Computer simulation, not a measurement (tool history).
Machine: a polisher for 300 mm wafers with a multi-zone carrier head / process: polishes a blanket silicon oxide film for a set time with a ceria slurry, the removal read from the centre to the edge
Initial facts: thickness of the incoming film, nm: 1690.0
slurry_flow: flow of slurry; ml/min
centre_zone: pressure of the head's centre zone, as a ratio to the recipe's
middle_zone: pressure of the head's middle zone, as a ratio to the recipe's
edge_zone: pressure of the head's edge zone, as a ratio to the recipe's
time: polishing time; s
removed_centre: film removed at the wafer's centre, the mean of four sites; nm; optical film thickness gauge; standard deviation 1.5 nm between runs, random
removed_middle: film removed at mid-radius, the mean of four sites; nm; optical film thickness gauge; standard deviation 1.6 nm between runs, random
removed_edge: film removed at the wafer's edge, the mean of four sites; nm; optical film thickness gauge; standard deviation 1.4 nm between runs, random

| run | hour | slurry_flow | centre_zone | middle_zone | edge_zone | time | removed_centre | removed_middle | removed_edge |
|---|---|---|---|---|---|---|---|---|---|
| 1 | 0.0 | 290 | 1.00 | 1.00 | 1.00 | 38 | 102.55 | 103.51 | 102.070 |
| 2 | 3.6 | 295 | 1.03 | 1.01 | 1.03 | 40 | 113.10 | 108.70 | 109.730 |
| 3 | 5.3 | 295 | 1.12 | 1.01 | 1.03 | 40 | 121.91 | 108.28 | 110.720 |
| 4 | 12.7 | 295 | 1.12 | 1.09 | 1.03 | 40 | 124.23 | 115.20 | 110.400 |
| 5 | 20.0 | 295 | 1.12 | 1.09 | 1.03 | 44 | 134.75 | 127.85 | 121.010 |
| 6 | 27.6 | 295 | 1.12 | 1.09 | 1.03 | 36 | 110.06 | 103.67 | 98.264 |
| 7 | 32.0 | 300 | 1.13 | 1.09 | 1.06 | 39 | 120.85 | 110.61 | 108.470 |
| 8 | 35.7 | 305 | 1.14 | 1.10 | 1.08 | 41 | 129.91 | 121.45 | 112.990 |

What does the tool deliver on the next run?
| 9 | 43.0 | 295 | 1.14 | 1.08 | 1.08 | 43 | ? | ? | ? |

Run 9 came out at removed_centre 133.35 nm, removed_middle 123.35 nm, removed_edge 118.860 nm.
